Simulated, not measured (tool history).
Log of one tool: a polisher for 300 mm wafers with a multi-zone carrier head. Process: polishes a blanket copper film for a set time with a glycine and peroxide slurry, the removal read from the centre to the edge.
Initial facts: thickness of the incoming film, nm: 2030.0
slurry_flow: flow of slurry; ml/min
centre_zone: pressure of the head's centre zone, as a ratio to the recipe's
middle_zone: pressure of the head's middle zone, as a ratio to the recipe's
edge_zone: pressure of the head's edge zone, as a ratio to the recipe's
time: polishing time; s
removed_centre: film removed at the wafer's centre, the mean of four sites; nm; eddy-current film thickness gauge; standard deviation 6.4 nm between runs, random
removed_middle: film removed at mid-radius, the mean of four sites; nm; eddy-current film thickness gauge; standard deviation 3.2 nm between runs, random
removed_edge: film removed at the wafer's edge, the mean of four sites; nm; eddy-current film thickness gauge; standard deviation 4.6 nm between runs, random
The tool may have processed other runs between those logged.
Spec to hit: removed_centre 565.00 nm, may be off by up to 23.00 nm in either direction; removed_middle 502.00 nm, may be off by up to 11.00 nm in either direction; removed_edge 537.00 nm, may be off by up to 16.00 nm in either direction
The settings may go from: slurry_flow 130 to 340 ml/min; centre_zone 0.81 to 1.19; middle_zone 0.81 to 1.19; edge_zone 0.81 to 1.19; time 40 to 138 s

run 1 hour=0.0 | slurry_flow=220 centre_zone=1.00 middle_zone=1.00 edge_zone=1.00 time=88 | removed_centre=385.76 removed_middle=368.16 removed_edge=379.78
run 2 hour=6.5 | slurry_flow=220 centre_zone=1.00 middle_zone=1.00 edge_zone=1.00 time=71 | removed_centre=304.34 removed_middle=298.87 removed_edge=309.17
run 3 hour=8.7 | slurry_flow=265 centre_zone=1.00 middle_zone=1.00 edge_zone=1.00 time=71 | removed_centre=311.72 removed_middle=304.02 removed_edge=314.40
run 4 hour=15.8 | slurry_flow=270 centre_zone=1.03 middle_zone=1.02 edge_zone=1.05 time=83 | removed_centre=387.33 removed_middle=361.96 removed_edge=377.26
run 5 hour=20.7 | slurry_flow=270 centre_zone=1.03 middle_zone=1.02 edge_zone=1.01 time=83 | removed_centre=380.50 removed_middle=364.57 removed_edge=373.57
run 6 hour=22.8 | slurry_flow=270 centre_zone=0.99 middle_zone=1.02 edge_zone=1.01 time=83 | removed_centre=367.61 removed_middle=361.13 removed_edge=372.15
run 7 hour=24.0 | slurry_flow=285 centre_zone=1.02 middle_zone=1.04 edge_zone=1.06 time=89 | removed_centre=404.99 removed_middle=398.78 removed_edge=410.36
run 8 hour=31.6 | slurry_flow=295 centre_zone=1.05 middle_zone=1.04 edge_zone=1.09 time=94 | removed_centre=434.71 removed_middle=418.25 removed_edge=440.75
run 9 hour=38.7 | slurry_flow=300 centre_zone=1.09 middle_zone=1.05 edge_zone=1.11 time=98 | removed_centre=480.20 removed_middle=437.32 removed_edge=462.42
run 10 hour=41.6 | slurry_flow=300 centre_zone=1.09 middle_zone=1.05 edge_zone=1.11 time=98 | removed_centre=472.15 removed_middle=443.13 removed_edge=463.37
run 11 hour=50.2 | slurry_flow=305 centre_zone=1.11 middle_zone=1.05 edge_zone=1.13 time=101 | removed_centre=508.29 removed_middle=456.51 removed_edge=483.75
run 12 hour=58.3 | slurry_flow=310 centre_zone=1.12 middle_zone=1.06 edge_zone=1.15 time=103 | removed_centre=512.34 removed_middle=466.20 removed_edge=493.77
run 13 hour=61.7 | slurry_flow=315 centre_zone=1.13 middle_zone=1.06 edge_zone=1.16 time=105 | removed_centre=536.73 removed_middle=471.68 removed_edge=508.64
run 14 hour=70.4 | slurry_flow=320 centre_zone=1.13 middle_zone=1.07 edge_zone=1.17 time=106 | removed_centre=536.82 removed_middle=478.09 removed_edge=507.18

4 next moves are on the table. One of them brings every result within its allowed miss. Which?
run A hour=79.1 | slurry_flow=290 centre_zone=1.15 middle_zone=1.17 edge_zone=1.08 time=111 | removed_centre=? removed_middle=? removed_edge=?
run B hour=79.1 | slurry_flow=330 centre_zone=1.14 middle_zone=1.01 edge_zone=1.18 time=110 | removed_centre=? removed_middle=? removed_edge=?
run C hour=79.1 | slurry_flow=320 centre_zone=1.10 middle_zone=1.09 edge_zone=1.11 time=114 | removed_centre=? removed_middle=? removed_edge=?
run D hour=79.1 | slurry_flow=250 centre_zone=1.13 middle_zone=1.04 edge_zone=1.14 time=115 | removed_centre=? removed_middle=? removed_edge=?

move=A removed_centre=581.22 removed_middle=536.56 removed_edge=514.26
move=B removed_centre=577.99 removed_middle=483.98 removed_edge=539.13
move=C removed_centre=576.39 removed_middle=528.34 removed_edge=539.79
move=D removed_centre=581.05 removed_middle=502.58 removed_edge=541.99
A: pushes the last run's worst result past its target
B: nearer than the last run, and not there yet
C: pushes the last run's worst result past its target
D: each result inside its tolerance
Answer: D
